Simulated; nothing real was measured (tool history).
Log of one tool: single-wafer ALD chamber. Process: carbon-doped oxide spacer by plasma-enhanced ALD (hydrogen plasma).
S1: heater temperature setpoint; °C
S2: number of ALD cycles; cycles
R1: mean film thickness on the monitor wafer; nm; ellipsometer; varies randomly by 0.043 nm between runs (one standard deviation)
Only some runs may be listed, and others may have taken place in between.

run  hour   S1   S2      R1
  1   0.0  415  282  13.181
  2   3.1  413  284  13.440
  3  11.3  413  247  11.603
  4  14.8  408  247  11.816
     23.9  -- thermocouple changed; heater temperature recalibrated
  5  23.9  407  253  12.025
  6  33.1  407  231  10.967

Run 7, settings as shown, results not yet in. Your forecast:
  7  42.3  406  239   ?

Run 7 came out at R1 11.417 nm.
